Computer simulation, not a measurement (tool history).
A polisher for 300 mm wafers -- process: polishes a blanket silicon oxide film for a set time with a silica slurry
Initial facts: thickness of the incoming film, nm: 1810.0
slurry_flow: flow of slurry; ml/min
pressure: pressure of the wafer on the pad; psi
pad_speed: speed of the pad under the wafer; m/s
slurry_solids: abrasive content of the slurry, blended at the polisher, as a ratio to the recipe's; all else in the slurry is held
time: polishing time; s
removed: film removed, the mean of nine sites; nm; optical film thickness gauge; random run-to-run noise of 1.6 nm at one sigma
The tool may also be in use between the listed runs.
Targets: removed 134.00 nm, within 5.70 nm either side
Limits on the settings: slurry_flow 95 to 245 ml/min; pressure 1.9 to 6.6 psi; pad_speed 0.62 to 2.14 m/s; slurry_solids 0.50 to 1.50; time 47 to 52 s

run	hour	slurry_flow	pressure	pad_speed	slurry_solids	time	removed
1	0.0	155	4.2	1.38	1.00	52	171.28
2	6.3	115	4.2	1.38	1.00	52	162.50
3	13.9	115	4.2	1.66	1.00	52	189.42
4	18.5	95	4.2	1.66	1.00	52	179.62
5	20.5	95	4.2	1.66	1.00	52	178.58
# hour 28.2: worn pad replaced by a new one
6	28.2	95	4.2	1.34	1.00	52	169.41
7	32.7	95	4.0	1.34	1.00	52	159.16
8	33.3	95	4.0	1.34	1.00	52	159.12
9	35.5	95	3.2	1.32	1.00	52	127.70

Which single option among these 5 for the next run brings every result within its allowed miss of target? Just one does.
A	37.7	95	3.5	1.06	1.00	51	?
B	37.7	95	2.5	1.48	1.25	52	?
C	37.7	105	3.6	1.06	0.95	52	?
D	37.7	110	3.4	1.44	0.95	52	?
E	37.7	110	3.3	1.44	1.05	48	?

move	removed
A	116.51
B	120.78
C	121.46
D	144.15
E	135.83
A: further off than the last run
B: further off than the last run
C: further off than the last run
D: moves the result that the last run missed by most past its target, out the other side
E: each result inside its tolerance
The move that meets every target is E.
